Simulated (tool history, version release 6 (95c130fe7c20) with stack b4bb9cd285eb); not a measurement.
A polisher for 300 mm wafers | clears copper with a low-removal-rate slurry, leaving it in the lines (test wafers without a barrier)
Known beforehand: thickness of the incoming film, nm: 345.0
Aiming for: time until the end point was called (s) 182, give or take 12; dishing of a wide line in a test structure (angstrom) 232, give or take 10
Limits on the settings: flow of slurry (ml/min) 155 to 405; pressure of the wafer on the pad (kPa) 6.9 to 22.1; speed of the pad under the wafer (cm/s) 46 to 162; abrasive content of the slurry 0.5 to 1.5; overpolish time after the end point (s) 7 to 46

run	day	flow of slurry (ml/min)	pressure of the wafer on the pad (kPa)	speed of the pad under the wafer (cm/s)	abrasive content of the slurry	overpolish time after the end point (s)	time until the end point was called (s)	dishing of a wide line in a test structure (angstrom)
1	0	260	14.5	104	1	24	139.3	405.1
2	0.329	260	14.5	104	0.8	24	142.96	381.59
3	0.458	235	14.5	104	0.8	24	147.87	388.16
4	0.642	250	13.8	104	0.8	23	149.98	362.11
5	0.721	250	13.8	104	0.8	30	152.6	435.31
6	1.012	250	13.8	104	0.8	23	148.63	355.27
7	1.062	255	13.1	104	0.8	22	160.67	320.74
8	1.362	265	13.1	104	0.8	21	160.3	311.47
9	1.558	270	13.1	104	0.8	20	161.67	297.04
10	1.9	270	13.1	104	0.8	20	163.02	303.32
11	2.196	275	11	104	0.8	15	189.94	197.39

Consider the 4 candidate settings below. Which is the only one whose results all fall within their allowed miss of target?
A	2.492	260	9	132	0.75	18	?	?
B	2.492	280	12.4	96	0.8	20	?	?
C	2.492	230	9.7	106	0.9	16	?	?
D	2.492	350	9.7	104	0.85	20	?	?

move	time until the end point was called (s)	dishing of a wide line in a test structure (angstrom)
A	180.76	231.88
B	176.09	265.09
C	201.6	189.15
D	200.48	233.09
A: hits every target within its allowed miss
B: carries the result that was furthest off beyond its target, to the other side
C: lands further from the targets than the last run did
D: the worst result of the last run now meets its target, but another is out of spec
The move that meets every target is A.
